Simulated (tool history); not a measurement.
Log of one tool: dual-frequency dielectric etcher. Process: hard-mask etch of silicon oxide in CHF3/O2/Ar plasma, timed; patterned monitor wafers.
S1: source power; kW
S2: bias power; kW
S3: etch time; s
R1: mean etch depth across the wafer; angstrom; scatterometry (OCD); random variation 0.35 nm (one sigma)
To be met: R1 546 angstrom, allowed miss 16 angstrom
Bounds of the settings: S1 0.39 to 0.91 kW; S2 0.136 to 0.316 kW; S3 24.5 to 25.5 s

| run | hour | S1 | S2 | S3 | R1 |
|---|---|---|---|---|---|
| 1 | 0 | 0.65 | 0.226 | 24.5 | 630.4 |
| 2 | 3.1 | 0.65 | 0.211 | 24.5 | 618.28 |
| 3 | 7.9 | 0.63 | 0.208 | 24.5 | 603.63 |
| 4 | 11.7 | 0.53 | 0.208 | 24.5 | 570.26 |
| 5 | 18.5 | 0.52 | 0.207 | 24.5 | 565.77 |
| 6 | 21.7 | 0.52 | 0.207 | 25.5 | 580.34 |
| 7 | 24.6 | 0.51 | 0.206 | 25.5 | 581.32 |
| 8 | 31.1 | 0.5 | 0.205 | 25.5 | 581.95 |
| 9 | 39.7 | 0.49 | 0.204 | 25.5 | 572.08 |
| 10 | 41.1 | 0.48 | 0.203 | 25.5 | 565.77 |

Which of these 5 next moves meets every target?
| A | 42.5 | 0.39 | 0.204 | 25 | ? |
| B | 42.5 | 0.49 | 0.173 | 24.5 | ? |
| C | 42.5 | 0.44 | 0.199 | 25.5 | ? |
| D | 42.5 | 0.42 | 0.186 | 24.5 | ? |
| E | 42.5 | 0.39 | 0.208 | 24.5 | ? |

| move | R1 |
|---|---|
| A | 516.14 |
| B | 510.98 |
| C | 543.35 |
| D | 498.91 |
| E | 510.06 |
A: takes the result that was furthest off past its target
B: takes the result that was furthest off past its target
C: meets every target
D: takes the result that was furthest off past its target
E: takes the result that was furthest off past its target
Answer: C
